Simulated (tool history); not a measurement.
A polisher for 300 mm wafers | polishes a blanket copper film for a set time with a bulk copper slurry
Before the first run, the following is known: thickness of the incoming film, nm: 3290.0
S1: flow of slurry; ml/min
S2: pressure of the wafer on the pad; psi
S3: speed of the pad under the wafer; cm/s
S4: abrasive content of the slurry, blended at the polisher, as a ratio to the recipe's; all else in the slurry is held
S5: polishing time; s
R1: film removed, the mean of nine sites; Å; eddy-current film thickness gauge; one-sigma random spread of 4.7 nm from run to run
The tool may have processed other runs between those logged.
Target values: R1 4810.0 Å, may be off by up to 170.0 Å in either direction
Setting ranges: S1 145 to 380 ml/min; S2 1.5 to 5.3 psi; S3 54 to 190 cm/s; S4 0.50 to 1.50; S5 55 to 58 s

run  hour   S1   S2   S3    S4  S5      R1
  1   0.0  245  3.4  122  1.00  55  7569.9
  2   4.2  245  3.2  122  1.00  55  7092.7
  3  12.2  245  3.0  122  1.00  55  6636.7
  4  18.8  300  3.0  122  1.00  55  6759.1
  5  27.2  350  3.0  122  1.00  55  7008.5
  6  30.1  350  2.8  122  1.00  55  6565.9
  7  35.1  350  2.6  122  1.00  55  6129.8
  8  39.3  350  2.5  122  1.00  55  5988.4
  9  41.3  350  2.4  122  1.00  55  5754.6
 10  41.9  350  2.3  122  1.00  55  5559.1
 11  44.2  350  2.2  122  1.00  55  5440.5
 12  48.4  350  2.1  122  1.00  55  5235.9
 13  51.2  345  1.8  122  1.00  55  4636.5

Which of these 5 next moves meets every target?
  A  54.0  330  2.2  114  1.00  57   ?
  B  54.0  370  2.1  110  0.85  58   ?
  C  54.0  300  2.7  106  0.75  55   ?
  D  54.0  335  1.9  126  1.00  56   ?
  E  54.0  345  2.4  106  0.90  57   ?

move      R1
   A  5195.6
   B  4848.9
   C  5217.6
   D  5035.9
   E  5118.4
A: takes the result that was furthest off past its target
B: hits every target within its allowed miss
C: takes the result that was furthest off past its target
D: takes the result that was furthest off past its target
E: takes the result that was furthest off past its target
Answer: B

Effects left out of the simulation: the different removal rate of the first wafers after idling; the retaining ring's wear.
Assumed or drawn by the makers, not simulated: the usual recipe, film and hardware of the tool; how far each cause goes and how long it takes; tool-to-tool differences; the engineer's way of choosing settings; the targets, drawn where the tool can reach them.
